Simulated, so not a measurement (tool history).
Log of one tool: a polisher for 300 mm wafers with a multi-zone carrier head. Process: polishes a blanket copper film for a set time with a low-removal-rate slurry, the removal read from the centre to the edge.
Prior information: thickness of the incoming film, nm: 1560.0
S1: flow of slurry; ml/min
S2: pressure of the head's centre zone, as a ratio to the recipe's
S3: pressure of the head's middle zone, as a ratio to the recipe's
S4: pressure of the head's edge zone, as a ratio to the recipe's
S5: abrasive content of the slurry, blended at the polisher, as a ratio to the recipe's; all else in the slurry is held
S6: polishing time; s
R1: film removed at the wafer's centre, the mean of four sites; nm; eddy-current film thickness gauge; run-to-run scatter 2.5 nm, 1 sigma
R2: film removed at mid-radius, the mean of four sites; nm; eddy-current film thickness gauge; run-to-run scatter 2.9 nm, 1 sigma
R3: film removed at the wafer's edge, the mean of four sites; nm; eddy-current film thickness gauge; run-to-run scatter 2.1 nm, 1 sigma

{"run": 1, "hour": 0.0, "S1": 220, "S2": 1.0, "S3": 1.0, "S4": 1.0, "S5": 1.0, "S6": 89, "R1": 362.53, "R2": 371.55, "R3": 361.59}
{"run": 2, "hour": 1.7, "S1": 220, "S2": 1.0, "S3": 1.0, "S4": 1.0, "S5": 1.0, "S6": 75, "R1": 300.3, "R2": 321.42, "R3": 301.07}
{"run": 3, "hour": 6.9, "S1": 220, "S2": 1.0, "S3": 1.03, "S4": 1.0, "S5": 1.0, "S6": 75, "R1": 305.82, "R2": 323.05, "R3": 306.18}
{"run": 4, "hour": 11.0, "S1": 220, "S2": 1.0, "S3": 1.03, "S4": 1.0, "S5": 1.0, "S6": 62, "R1": 255.79, "R2": 267.19, "R3": 249.85}
{"run": 5, "hour": 18.0, "S1": 220, "S2": 1.0, "S3": 1.03, "S4": 1.08, "S5": 1.0, "S6": 62, "R1": 250.43, "R2": 267.23, "R3": 260.35}
{"run": 6, "hour": 19.4, "S1": 220, "S2": 1.0, "S3": 1.03, "S4": 1.08, "S5": 0.9, "S6": 62, "R1": 243.91, "R2": 255.32, "R3": 256.06}

Run 7 has not been measured yet. What should we expect?
{"run": 7, "hour": 24.1, "S1": 230, "S2": 1.01, "S3": 1.04, "S4": 1.09, "S5": 0.9, "S6": 62, "R1": "?", "R2": "?", "R3": "?"}

Run 7 measured R1 248.18 nm, R2 263.75 nm, R3 251.54 nm.
